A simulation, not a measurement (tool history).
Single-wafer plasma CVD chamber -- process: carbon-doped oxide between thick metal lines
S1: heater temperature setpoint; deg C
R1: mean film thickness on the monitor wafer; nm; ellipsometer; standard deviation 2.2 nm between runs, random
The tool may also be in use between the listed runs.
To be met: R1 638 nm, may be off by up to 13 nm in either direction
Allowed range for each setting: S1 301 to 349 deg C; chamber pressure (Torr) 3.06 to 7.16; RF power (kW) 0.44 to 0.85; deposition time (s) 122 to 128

run 1 hour=0 | S1=325 chamber_pressure_(Torr)=5.11 RF_power_(kW)=0.645 deposition_time_(s)=128 | R1=838.89
run 2 hour=3.2 | S1=325 chamber_pressure_(Torr)=4.54 RF_power_(kW)=0.645 deposition_time_(s)=128 | R1=819.22
run 3 hour=10.8 | S1=327 chamber_pressure_(Torr)=4.33 RF_power_(kW)=0.62 deposition_time_(s)=128 | R1=784.05
run 4 hour=19.5 | S1=327 chamber_pressure_(Torr)=5.01 RF_power_(kW)=0.62 deposition_time_(s)=128 | R1=805.87
run 5 hour=26.2 | S1=320 chamber_pressure_(Torr)=5.01 RF_power_(kW)=0.62 deposition_time_(s)=128 | R1=823.55
run 6 hour=28.2 | S1=331 chamber_pressure_(Torr)=5.01 RF_power_(kW)=0.62 deposition_time_(s)=128 | R1=799.25
run 7 hour=36.5 | S1=332 chamber_pressure_(Torr)=4.77 RF_power_(kW)=0.6 deposition_time_(s)=128 | R1=776.89
run 8 hour=37.8 | S1=333 chamber_pressure_(Torr)=4.56 RF_power_(kW)=0.58 deposition_time_(s)=128 | R1=749.38
run 9 hour=40 | S1=333 chamber_pressure_(Torr)=4.56 RF_power_(kW)=0.58 deposition_time_(s)=128 | R1=749.25
run 10 hour=43.4 | S1=334 chamber_pressure_(Torr)=4.37 RF_power_(kW)=0.565 deposition_time_(s)=128 | R1=728.17
run 11 hour=48.4 | S1=335 chamber_pressure_(Torr)=4.19 RF_power_(kW)=0.555 deposition_time_(s)=128 | R1=709.18

Which one of the following 5 next-run settings gets every result inside its allowed miss? There is exactly one.
run A hour=53.4 | S1=330 chamber_pressure_(Torr)=4.61 RF_power_(kW)=0.585 deposition_time_(s)=128 | R1=?
run B hour=53.4 | S1=333 chamber_pressure_(Torr)=3.2 RF_power_(kW)=0.545 deposition_time_(s)=128 | R1=?
run C hour=53.4 | S1=340 chamber_pressure_(Torr)=3.43 RF_power_(kW)=0.55 deposition_time_(s)=122 | R1=?
run D hour=53.4 | S1=349 chamber_pressure_(Torr)=3.75 RF_power_(kW)=0.58 deposition_time_(s)=128 | R1=?
run E hour=53.4 | S1=339 chamber_pressure_(Torr)=4.27 RF_power_(kW)=0.465 deposition_time_(s)=122 | R1=?

move=A R1=757.97
move=B R1=676.74
move=C R1=641.89
move=D R1=689.21
move=E R1=600.38
A: the biggest miss grows against the last run
B: gains on the last run, yet a result remains outside its allowed miss
C: all results land within tolerance of their targets
D: gains on the last run, yet a result remains outside its allowed miss
E: takes the biggest miss from the last run beyond its target
The right move is C.

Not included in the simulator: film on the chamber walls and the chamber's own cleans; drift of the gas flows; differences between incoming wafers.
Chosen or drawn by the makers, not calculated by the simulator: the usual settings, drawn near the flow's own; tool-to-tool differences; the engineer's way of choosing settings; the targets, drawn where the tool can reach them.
